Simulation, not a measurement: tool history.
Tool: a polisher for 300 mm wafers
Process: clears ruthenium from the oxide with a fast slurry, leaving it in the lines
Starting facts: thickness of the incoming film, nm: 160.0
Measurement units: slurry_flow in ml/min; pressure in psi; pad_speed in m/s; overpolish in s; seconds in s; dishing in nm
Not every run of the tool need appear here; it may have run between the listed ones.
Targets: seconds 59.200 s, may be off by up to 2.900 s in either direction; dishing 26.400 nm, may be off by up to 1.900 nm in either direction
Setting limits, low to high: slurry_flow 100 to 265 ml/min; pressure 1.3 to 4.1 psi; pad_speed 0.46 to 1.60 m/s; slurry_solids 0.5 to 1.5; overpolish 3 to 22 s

run	day	slurry_flow	pressure	pad_speed	slurry_solids	overpolish	seconds	dishing
1	0.000	170	2.7	1.02	1.0	11	35.771	35.264
2	0.283	170	2.4	1.02	1.0	11	39.895	32.484
3	0.533	170	2.2	1.02	1.0	11	43.218	29.410
4	0.792	170	2.2	1.02	1.2	11	40.660	32.413
5	0.883	170	2.0	1.02	1.2	11	42.675	30.979
6	1.029	170	1.8	1.00	1.2	11	47.937	27.642
7	1.350	170	1.7	1.00	1.2	11	50.306	26.244
8	1.667	170	1.6	1.00	1.2	11	52.146	25.700
9	1.767	170	1.5	1.00	1.2	11	53.520	24.315

4 candidate next runs follow, results not yet known. Just one meets every target within its allowed miss. Identify it.
A	1.867	210	1.5	0.92	1.4	15	?	?
B	1.867	160	2.1	0.90	0.9	15	?	?
C	1.867	165	1.3	1.04	1.2	13	?	?
D	1.867	170	1.5	1.08	0.9	16	?	?

move	seconds	dishing
A	56.158	33.679
B	55.083	34.274
C	61.242	27.281
D	60.211	33.522
A: further off than the last run
B: further off than the last run
C: all results in spec
D: the worst result of the last run now meets its target, but another is out of spec
The move that meets every target is C.
